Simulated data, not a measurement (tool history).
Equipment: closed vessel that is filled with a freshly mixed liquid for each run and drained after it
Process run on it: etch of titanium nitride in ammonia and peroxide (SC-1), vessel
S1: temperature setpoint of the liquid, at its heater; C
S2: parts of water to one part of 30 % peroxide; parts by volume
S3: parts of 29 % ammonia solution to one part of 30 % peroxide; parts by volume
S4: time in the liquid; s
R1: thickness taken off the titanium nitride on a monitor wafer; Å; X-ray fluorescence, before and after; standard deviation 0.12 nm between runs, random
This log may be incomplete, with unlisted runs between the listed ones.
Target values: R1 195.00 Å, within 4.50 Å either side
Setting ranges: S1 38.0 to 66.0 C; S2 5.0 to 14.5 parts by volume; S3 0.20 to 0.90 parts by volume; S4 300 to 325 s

run  hour    S1   S2    S3   S4      R1
  1   0.0  50.0  8.0  0.50  300  246.03
  2   6.8  49.5  8.0  0.50  300  242.99
  3  11.0  49.5  8.0  0.50  325  256.99
  4  19.5  49.0  8.0  0.50  325  248.67
  5  26.1  49.0  8.0  0.40  325  240.98
  6  34.2  48.5  8.0  0.40  325  229.74
  7  42.6  48.0  8.0  0.40  325  223.35
  8  46.7  47.0  8.0  0.40  325  210.93
  9  47.9  46.5  8.0  0.40  325  200.93

Which one of the following 4 next-run settings gets every result inside its allowed miss? There is exactly one.
  A  49.1  47.0  6.0  0.30  305   ?
  B  49.1  48.0  9.5  0.35  300   ?
  C  49.1  45.5  6.5  0.30  320   ?
  D  49.1  47.5  8.5  0.35  325   ?

move      R1
   A  215.67
   B  185.13
   C  195.40
   D  205.16
A: its largest miss is bigger than the last run's
B: carries the result that was furthest off beyond its target, to the other side
C: every result within its allowed miss
D: its largest miss is bigger than the last run's
C is the move that brings every result within its allowed miss.
